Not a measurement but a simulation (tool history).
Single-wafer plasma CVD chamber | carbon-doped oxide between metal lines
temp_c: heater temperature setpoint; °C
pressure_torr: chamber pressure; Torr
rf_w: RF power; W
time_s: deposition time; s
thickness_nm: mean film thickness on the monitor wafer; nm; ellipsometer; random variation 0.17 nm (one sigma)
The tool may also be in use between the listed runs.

| run | hour | temp_c | pressure_torr | rf_w | time_s | thickness_nm |
|---|---|---|---|---|---|---|
| 1 | 0 | 360 | 4.15 | 420 | 11.2 | 45.931 |
| 2 | 3.2 | 360 | 4.55 | 420 | 11.2 | 46.254 |
| 3 | 7.2 | 361 | 4.52 | 390 | 11.1 | 42.62 |
| 4 | 12.8 | 362 | 4.49 | 375 | 11.1 | 40.763 |
| 5 | 18.1 | 364 | 4.44 | 365 | 11.1 | 39.7 |
| 6 | 19.3 | 359 | 4.44 | 365 | 11.1 | 39.871 |
| 7 | 28.1 | 359 | 4.43 | 355 | 11.1 | 38.946 |
| 8 | 32.4 | 359 | 4.42 | 345 | 11.1 | 37.676 |
| 9 | 38.6 | 359 | 4.4 | 340 | 11.1 | 37.339 |

Run 10 comes next. What will it give?
| 10 | 43.6 | 359 | 4.39 | 335 | 11.1 | ? |

Run 10 gave thickness_nm 36.563 nm.

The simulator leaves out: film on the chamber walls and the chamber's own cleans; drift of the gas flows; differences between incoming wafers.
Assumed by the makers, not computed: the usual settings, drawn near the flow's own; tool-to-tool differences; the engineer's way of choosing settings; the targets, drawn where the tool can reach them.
